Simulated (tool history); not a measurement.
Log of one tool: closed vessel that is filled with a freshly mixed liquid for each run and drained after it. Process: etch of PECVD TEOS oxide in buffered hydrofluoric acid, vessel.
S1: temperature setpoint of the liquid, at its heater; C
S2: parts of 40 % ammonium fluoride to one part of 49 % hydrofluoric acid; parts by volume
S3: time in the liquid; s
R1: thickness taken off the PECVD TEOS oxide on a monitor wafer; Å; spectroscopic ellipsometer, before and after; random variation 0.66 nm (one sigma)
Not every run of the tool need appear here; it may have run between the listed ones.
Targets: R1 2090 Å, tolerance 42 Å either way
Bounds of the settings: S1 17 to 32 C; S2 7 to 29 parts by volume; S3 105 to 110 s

run    day    S1    S2   S3      R1
  1      0    25    18  105  1188.3
  2  0.221  27.5    18  105  1350.2
  3  0.296  28.5    17  105  1518.9
  4  0.371  28.5  19.5  105  1320.1
  5  0.712    25  19.5  105  1096.4
  6  0.821    25  17.5  105  1214.4
  7  1.012    29  13.5  105  1967.3
  8  1.275  29.5  13.5  105  1993.7

Of the 4 settings listed for the next run, only one would bring every result within its allowed miss of target. Which one?
  A  1.538  27.5    13  110   ?
  B  1.538  29.5  13.5  110   ?
  C  1.538  28.5  13.5  110   ?
  D  1.538  31.5    16  110   ?

move      R1
   A  1971.1
   B  2112.2
   C  2003.4
   D    1986
A: moves away from the targets compared with the last run
B: hits every target within its allowed miss
C: nearer the targets than the last run, but a result is still out of spec
D: moves away from the targets compared with the last run
Answer: B
